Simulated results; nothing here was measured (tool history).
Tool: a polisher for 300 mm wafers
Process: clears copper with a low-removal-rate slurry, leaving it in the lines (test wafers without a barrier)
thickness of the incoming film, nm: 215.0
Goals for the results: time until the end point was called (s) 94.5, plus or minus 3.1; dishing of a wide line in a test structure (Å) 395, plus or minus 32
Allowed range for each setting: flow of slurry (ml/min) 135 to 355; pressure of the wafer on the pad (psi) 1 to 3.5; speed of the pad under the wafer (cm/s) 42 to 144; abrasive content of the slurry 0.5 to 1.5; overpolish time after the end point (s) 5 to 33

run  hour  flow of slurry (ml/min)  pressure of the wafer on the pad (psi)  speed of the pad under the wafer (cm/s)  abrasive content of the slurry  overpolish time after the end point (s)  time until the end point was called (s)  dishing of a wide line in a test structure (Å)
  1     0                      225                                     2.2                                       92                               1                                       17                                   112.94                                          213.17
  2   1.8                      225                                     2.2                                       92                             0.9                                       17                                   112.03                                          201.74
  3   2.7                      225                                     2.2                                       92                             0.9                                       20                                   112.85                                          250.24
  4   7.7                      225                                       2                                       92                             0.9                                       20                                   123.72                                          233.26
  5  12.4                      225                                       2                                       92                             0.9                                       26                                    124.3                                          284.81
  6  16.5                      225                                       2                                       92                             0.9                                       32                                   124.28                                          338.21
  7  23.9                      225                                     2.1                                       92                             0.9                                       32                                   117.97                                          355.92
  8  27.6                      225                                     2.1                                       92                             0.9                                       32                                   117.81                                          340.36

Pick the move, out of 4, that brings all results within their allowed miss; only one does.
  A  31.3                      215                                     2.1                                      118                            0.85                                       31                                        ?                                               ?
  B  31.3                      285                                     1.7                                       92                            1.15                                       33                                        ?                                               ?
  C  31.3                      220                                     2.8                                       94                               1                                       27                                        ?                                               ?
  D  31.3                      240                                     2.6                                       90                               1                                       24                                        ?                                               ?

move  time until the end point was called (s)  dishing of a wide line in a test structure (Å)
   A                                   94.371                                          394.15
   B                                   134.82                                          310.52
   C                                   86.127                                          386.35
   D                                   95.513                                           323.5
A: in spec on every target
B: moves away from the targets compared with the last run
C: takes the result that was furthest off past its target
D: puts the biggest miss on target and leaves a different result outside tolerance
Answer: A
